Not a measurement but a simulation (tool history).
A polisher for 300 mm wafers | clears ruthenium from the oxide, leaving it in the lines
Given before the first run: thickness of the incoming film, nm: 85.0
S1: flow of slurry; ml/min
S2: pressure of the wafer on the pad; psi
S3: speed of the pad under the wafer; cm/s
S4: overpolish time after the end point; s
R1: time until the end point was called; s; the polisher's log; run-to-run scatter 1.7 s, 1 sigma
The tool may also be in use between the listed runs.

| run | hour | S1 | S2 | S3 | S4 | R1 |
|---|---|---|---|---|---|---|
| 1 | 0 | 195 | 1.3 | 92 | 8 | 109.94 |
| 2 | 1.5 | 195 | 1.2 | 92 | 8 | 117.2 |
| 3 | 4.3 | 195 | 1.2 | 104 | 8 | 102.91 |
| 4 | 8.1 | 190 | 1 | 98 | 8 | 124.88 |
| 5 | 17 | 185 | 0.9 | 92 | 8 | 141.5 |
| 6 | 19.6 | 185 | 0.8 | 88 | 8 | 158.14 |
| 7 | 23.9 | 185 | 0.7 | 84 | 8 | 178.4 |

Run 8 comes next. What will it give?
| 8 | 24.6 | 185 | 0.7 | 82 | 8 | ? |

Run 8 gave R1 187.72 s.
